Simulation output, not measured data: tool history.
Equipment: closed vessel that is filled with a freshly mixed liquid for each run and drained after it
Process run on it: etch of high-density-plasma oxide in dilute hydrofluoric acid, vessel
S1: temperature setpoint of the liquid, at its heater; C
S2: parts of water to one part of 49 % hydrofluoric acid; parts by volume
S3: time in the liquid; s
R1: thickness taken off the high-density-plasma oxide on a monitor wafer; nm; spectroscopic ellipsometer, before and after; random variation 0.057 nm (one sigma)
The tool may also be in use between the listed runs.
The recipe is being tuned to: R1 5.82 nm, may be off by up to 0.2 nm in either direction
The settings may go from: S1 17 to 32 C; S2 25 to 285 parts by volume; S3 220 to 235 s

run 1 hour=0 | S1=24 S2=155 S3=220 | R1=9.9069
run 2 hour=2 | S1=24 S2=210 S3=220 | R1=7.0147
run 3 hour=5.4 | S1=24 S2=160 S3=220 | R1=9.6927
run 4 hour=11.7 | S1=23 S2=165 S3=220 | R1=8.8531
run 5 hour=18.5 | S1=22 S2=170 S3=220 | R1=8.3728
run 6 hour=26.1 | S1=21 S2=175 S3=220 | R1=7.6473
run 7 hour=35.2 | S1=20.5 S2=180 S3=220 | R1=7.3247
run 8 hour=43.3 | S1=20.5 S2=180 S3=220 | R1=7.2493
run 9 hour=46.8 | S1=20 S2=180 S3=220 | R1=7.1651
run 10 hour=55.2 | S1=19.5 S2=185 S3=220 | R1=6.9156
run 11 hour=57.6 | S1=19 S2=190 S3=220 | R1=6.515

Consider the 4 candidate settings below. Which is the only one whose results all fall within their allowed miss of target?
run A hour=60 | S1=18.5 S2=205 S3=235 | R1=?
run B hour=60 | S1=17 S2=205 S3=235 | R1=?
run C hour=60 | S1=17 S2=180 S3=220 | R1=?
run D hour=60 | S1=18.5 S2=180 S3=225 | R1=?

move=A R1=6.1463
move=B R1=5.793
move=C R1=6.3207
move=D R1=6.8641
A: moves toward the targets from the last run without getting all of them in spec
B: hits every target within its allowed miss
C: moves toward the targets from the last run without getting all of them in spec
D: its largest miss is bigger than the last run's
The right move is B.
